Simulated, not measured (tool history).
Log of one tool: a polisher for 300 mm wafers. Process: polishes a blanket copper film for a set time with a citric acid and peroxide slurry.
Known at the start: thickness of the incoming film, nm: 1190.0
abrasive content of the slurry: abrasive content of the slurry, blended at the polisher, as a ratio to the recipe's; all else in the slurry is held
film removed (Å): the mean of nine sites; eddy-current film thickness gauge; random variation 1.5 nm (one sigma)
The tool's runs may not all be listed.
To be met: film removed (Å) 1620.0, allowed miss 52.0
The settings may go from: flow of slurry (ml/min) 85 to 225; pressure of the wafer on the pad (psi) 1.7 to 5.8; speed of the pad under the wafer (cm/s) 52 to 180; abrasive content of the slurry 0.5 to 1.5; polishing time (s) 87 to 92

run  hour  flow of slurry (ml/min)  pressure of the wafer on the pad (psi)  speed of the pad under the wafer (cm/s)  abrasive content of the slurry  polishing time (s)  film removed (Å)
  1   0.0                      145                                     3.7                                      116                             1.0                  87            2734.6
  2   6.6                      140                                     3.3                                      116                             1.0                  87            2447.1
  3   9.5                      140                                     3.3                                      116                             1.0                  92            2583.2
  4  15.2                      135                                     3.0                                      116                             1.0                  92            2326.3
  5  23.8                      135                                     3.0                                      116                             1.0                  87            2200.8
  6  24.4                      130                                     2.8                                      116                             1.0                  87            2052.5
     29.1  -- head pressure recalibrated
  7  29.1                      130                                     2.8                                      116                             1.0                  87            1823.4
  8  34.7                      125                                     2.8                                      116                             1.0                  87            1822.8
  9  40.8                      120                                     2.8                                      116                             1.0                  87            1829.0
 10  41.9                      115                                     2.8                                      116                             1.0                  87            1780.1

4 next moves are on the table. One of them brings every result within its allowed miss. Which?
  A  43.0                       85                                     2.8                                      104                             1.4                  91                 ?
  B  43.0                      110                                     2.6                                      124                             1.0                  87                 ?
  C  43.0                      165                                     2.0                                      134                             1.2                  92                 ?
  D  43.0                       95                                     2.4                                      130                             1.0                  92                 ?

move  film removed (Å)
   A            1642.7
   B            1773.0
   C            1768.4
   D            1741.6
A: meets every target
B: as far off as the last run
C: nearer than the last run, and not there yet
D: nearer than the last run, and not there yet
The right move is A.

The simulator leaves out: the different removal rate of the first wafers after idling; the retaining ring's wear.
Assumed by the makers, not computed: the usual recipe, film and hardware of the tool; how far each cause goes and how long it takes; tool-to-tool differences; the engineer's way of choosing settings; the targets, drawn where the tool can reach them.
